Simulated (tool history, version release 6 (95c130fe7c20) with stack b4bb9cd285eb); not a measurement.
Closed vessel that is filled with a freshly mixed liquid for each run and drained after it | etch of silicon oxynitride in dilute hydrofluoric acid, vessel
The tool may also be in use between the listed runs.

run	day	temperature setpoint of the liquid (°C)	parts of water to one part of 49 % hydrofluoric acid (parts by volume)	time in the liquid (s)	thickness taken off the silicon oxynitride on a monitor wafer (Å)
1	0.000	21.0	180	495	100.610
2	0.104	21.0	240	495	72.451
3	0.488	21.0	285	495	59.260
4	0.838	21.0	225	495	78.374
5	1.088	21.0	225	390	61.449
6	1.171	21.0	225	495	77.964
7	1.558	22.0	225	495	81.704

Forecast run 8:
8	1.946	22.5	225	495	?

Run 8 gave thickness taken off the silicon oxynitride on a monitor wafer (Å) 83.741.
